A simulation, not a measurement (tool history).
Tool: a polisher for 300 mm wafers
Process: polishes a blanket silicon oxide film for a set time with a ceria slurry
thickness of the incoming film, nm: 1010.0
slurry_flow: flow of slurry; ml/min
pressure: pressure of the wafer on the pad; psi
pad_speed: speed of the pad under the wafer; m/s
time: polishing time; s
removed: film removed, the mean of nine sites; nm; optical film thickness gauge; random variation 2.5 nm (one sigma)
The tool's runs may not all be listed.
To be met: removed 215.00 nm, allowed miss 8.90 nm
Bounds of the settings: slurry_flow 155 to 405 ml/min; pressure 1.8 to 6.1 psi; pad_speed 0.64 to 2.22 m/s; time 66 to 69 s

run,hour,slurry_flow,pressure,pad_speed,time,removed
1,0.0,260,3.9,1.42,66,521.06
2,1.4,260,3.6,1.34,66,457.88
3,3.6,260,3.3,1.26,66,397.98
4,7.1,260,3.3,1.58,66,487.30
5,13.3,260,3.3,1.58,69,510.17
6,19.0,260,3.3,1.58,69,507.80
7,22.5,260,3.1,1.46,69,443.21
8,28.1,260,2.9,1.38,69,396.99
# hour 34.8: head pressure recalibrated
9,34.8,260,2.7,1.32,69,335.00
10,35.7,260,2.6,1.30,69,323.11
11,42.6,260,2.5,1.28,69,294.78

5 next moves are on the table. One of them brings every result within its allowed miss. Which?
A,49.5,320,4.2,1.20,69,?
B,49.5,290,3.3,1.62,66,?
C,49.5,245,3.2,1.38,68,?
D,49.5,255,2.7,1.64,69,?
E,49.5,255,2.4,0.96,66,?

move,removed
A,471.74
B,470.58
C,396.62
D,404.86
E,208.82
A: further off than the last run
B: further off than the last run
C: further off than the last run
D: further off than the last run
E: meets every target
The right move is E.
